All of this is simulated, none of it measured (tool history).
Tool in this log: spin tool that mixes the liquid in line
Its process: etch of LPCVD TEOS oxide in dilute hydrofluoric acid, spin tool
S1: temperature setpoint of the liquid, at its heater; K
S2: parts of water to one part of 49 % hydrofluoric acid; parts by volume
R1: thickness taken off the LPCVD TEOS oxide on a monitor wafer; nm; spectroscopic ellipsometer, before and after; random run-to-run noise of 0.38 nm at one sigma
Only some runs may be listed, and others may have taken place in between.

run 1 hour=0 | S1=296.15 S2=45 time_under_the_liquid_(s)=50 | R1=43.906
run 2 hour=6.1 | S1=296.15 S2=45 time_under_the_liquid_(s)=50 | R1=43.881
run 3 hour=10.4 | S1=297.15 S2=45 time_under_the_liquid_(s)=50 | R1=45.701
run 4 hour=14.1 | S1=294.15 S2=45 time_under_the_liquid_(s)=50 | R1=40.179
run 5 hour=21.4 | S1=294.15 S2=40 time_under_the_liquid_(s)=50 | R1=45.56
run 6 hour=24 | S1=294.15 S2=45 time_under_the_liquid_(s)=50 | R1=40.482
run 7 hour=31.1 | S1=295.15 S2=45 time_under_the_liquid_(s)=50 | R1=42.282

Run 8 has not been measured yet. What should we expect?
run 8 hour=33.8 | S1=296.15 S2=45 time_under_the_liquid_(s)=50 | R1=?

R1: 43.5 nm

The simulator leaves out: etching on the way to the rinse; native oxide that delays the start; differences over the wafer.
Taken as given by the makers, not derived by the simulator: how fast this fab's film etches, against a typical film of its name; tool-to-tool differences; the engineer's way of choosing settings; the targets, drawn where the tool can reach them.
